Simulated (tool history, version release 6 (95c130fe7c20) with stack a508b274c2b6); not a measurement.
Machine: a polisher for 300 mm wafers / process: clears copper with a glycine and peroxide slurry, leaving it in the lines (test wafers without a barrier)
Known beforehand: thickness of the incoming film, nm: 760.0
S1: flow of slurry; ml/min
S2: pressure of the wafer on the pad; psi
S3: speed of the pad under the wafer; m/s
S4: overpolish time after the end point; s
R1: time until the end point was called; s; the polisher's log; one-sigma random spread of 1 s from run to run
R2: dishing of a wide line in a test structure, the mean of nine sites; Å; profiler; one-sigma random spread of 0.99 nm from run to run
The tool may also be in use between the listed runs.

run,day,S1,S2,S3,S4,R1,R2
1,0,200,2.9,1.12,17,102.98,733.91
2,0.15,225,2.9,1.12,17,98.755,739.09
3,0.233,230,3.1,1.12,17,93.136,780.91
4,0.571,235,3.2,1.12,17,89.539,795.56
5,0.808,235,3.8,1.12,17,79.178,905.09
6,0.933,240,3.9,1.12,17,72.874,937.66
7,1.083,285,4.1,1.12,16,70.143,926.6

The next listed run, before its measurement:
8,1.388,285,4.2,1.12,16,?,?

R1: 69.757 s
R2: 935.6 Å
